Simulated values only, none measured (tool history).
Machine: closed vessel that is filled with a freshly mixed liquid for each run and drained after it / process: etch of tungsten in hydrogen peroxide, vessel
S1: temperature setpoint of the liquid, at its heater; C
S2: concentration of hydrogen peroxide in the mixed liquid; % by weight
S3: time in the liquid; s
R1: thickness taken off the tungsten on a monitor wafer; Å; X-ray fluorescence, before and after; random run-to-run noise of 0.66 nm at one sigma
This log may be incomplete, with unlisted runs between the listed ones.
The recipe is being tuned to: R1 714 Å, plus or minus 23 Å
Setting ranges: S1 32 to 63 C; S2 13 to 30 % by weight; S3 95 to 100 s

{"run": 1, "hour": 0.0, "S1": 47, "S2": 26, "S3": 95, "R1": 1306.6}
{"run": 2, "hour": 2.2, "S1": 44.5, "S2": 26, "S3": 95, "R1": 1109.6}
{"run": 3, "hour": 4.8, "S1": 42.5, "S2": 26, "S3": 95, "R1": 981.55}
{"run": 4, "hour": 10.1, "S1": 42.5, "S2": 26, "S3": 100, "R1": 1034.4}
{"run": 5, "hour": 19.2, "S1": 42.5, "S2": 29, "S3": 100, "R1": 1098.6}
{"run": 6, "hour": 26.9, "S1": 40.5, "S2": 29, "S3": 100, "R1": 964.21}
{"run": 7, "hour": 29.1, "S1": 39, "S2": 29, "S3": 100, "R1": 866.97}
{"run": 8, "hour": 36.6, "S1": 38, "S2": 29, "S3": 100, "R1": 823.54}
{"run": 9, "hour": 40.0, "S1": 35, "S2": 29, "S3": 100, "R1": 672.51}
{"run": 10, "hour": 44.8, "S1": 35.5, "S2": 29, "S3": 100, "R1": 690.63}

Next run, 4 choices. One meets every target within its allowed miss, the rest don't. Which?
{"run": "A", "hour": 49.6, "S1": 38, "S2": 24.5, "S3": 95, "R1": "?"}
{"run": "B", "hour": 49.6, "S1": 38, "S2": 27.5, "S3": 95, "R1": "?"}
{"run": "C", "hour": 49.6, "S1": 38.5, "S2": 26.5, "S3": 95, "R1": "?"}
{"run": "D", "hour": 49.6, "S1": 37, "S2": 29, "S3": 100, "R1": "?"}

move=A R1=713.75
move=B R1=756.18
move=C R1=767.14
move=D R1=765.09
A: each result inside its tolerance
B: takes the biggest miss from the last run beyond its target
C: takes the biggest miss from the last run beyond its target
D: takes the biggest miss from the last run beyond its target
The right move is A.

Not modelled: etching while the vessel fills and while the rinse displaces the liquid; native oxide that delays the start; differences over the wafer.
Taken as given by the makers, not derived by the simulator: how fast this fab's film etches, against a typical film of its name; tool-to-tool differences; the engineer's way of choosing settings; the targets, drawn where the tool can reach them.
